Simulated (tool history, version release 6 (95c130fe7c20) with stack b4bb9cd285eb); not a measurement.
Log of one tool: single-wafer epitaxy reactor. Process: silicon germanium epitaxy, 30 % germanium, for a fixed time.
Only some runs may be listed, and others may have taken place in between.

run  hour  wafer temperature setpoint (pyrometer-controlled) (deg C)  chamber pressure (Pa)  mean film thickness on the monitor wafer (nm)
  1     0                                                        625                   3120                                         101.85
  2   4.4                                                        625                   2706                                         97.083
  3  11.4                                                        625                   2160                                         91.005
  4  19.7                                                        627                   2173                                         95.268
  5    25                                                        627                   2600                                         99.823
  6    31                                                        628                   2613                                         101.18

Run 7 comes next. What will it give?
  7  31.9                                                        629                   2626                                              ?

{"run 7": {"mean film thickness on the monitor wafer (nm)": 104.67}}
